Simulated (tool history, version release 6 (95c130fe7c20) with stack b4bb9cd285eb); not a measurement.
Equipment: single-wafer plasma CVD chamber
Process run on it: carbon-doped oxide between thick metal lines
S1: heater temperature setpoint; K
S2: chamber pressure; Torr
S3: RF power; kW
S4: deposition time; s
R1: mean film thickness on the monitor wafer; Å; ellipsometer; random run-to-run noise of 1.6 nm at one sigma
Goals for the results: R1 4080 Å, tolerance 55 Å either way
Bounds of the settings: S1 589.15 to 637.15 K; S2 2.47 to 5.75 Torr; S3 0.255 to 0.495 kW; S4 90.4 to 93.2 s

run  hour      S1    S2     S3    S4      R1
  1     0  613.15  4.11  0.375  90.4  3703.8
  2   3.8  611.15  4.26  0.375  90.4  3782.8
  3   7.4  611.15  4.26  0.375  90.4  3779.6
  4  16.4  609.15  4.31  0.375  90.4  3840.9
  5    23  607.15  4.33  0.375  90.4  3846.2
  6  24.7  605.15  4.37  0.375  90.4  3883.6
  7  32.7  603.15   4.4  0.375  90.4  3897.4
  8  37.4  594.15  4.99   0.38  90.4    4185
  9  43.8  595.15  4.97   0.38  90.4  4161.7

Next run, 5 choices. One meets every target within its allowed miss, the rest don't. Which?
  A  50.2  605.15  4.17  0.395  90.6   ?
  B  50.2  604.15  4.61   0.38  90.5   ?
  C  50.2  590.15  4.04  0.365  90.7   ?
  D  50.2  602.15   5.2   0.36  90.5   ?
  E  50.2  590.15  5.04  0.355  90.4   ?

move      R1
   A  3971.7
   B  3980.8
   C  4007.1
   D  3989.8
   E  4115.5
A: carries the result that was furthest off beyond its target, to the other side
B: carries the result that was furthest off beyond its target, to the other side
C: carries the result that was furthest off beyond its target, to the other side
D: carries the result that was furthest off beyond its target, to the other side
E: in spec on every target
E meets every target.
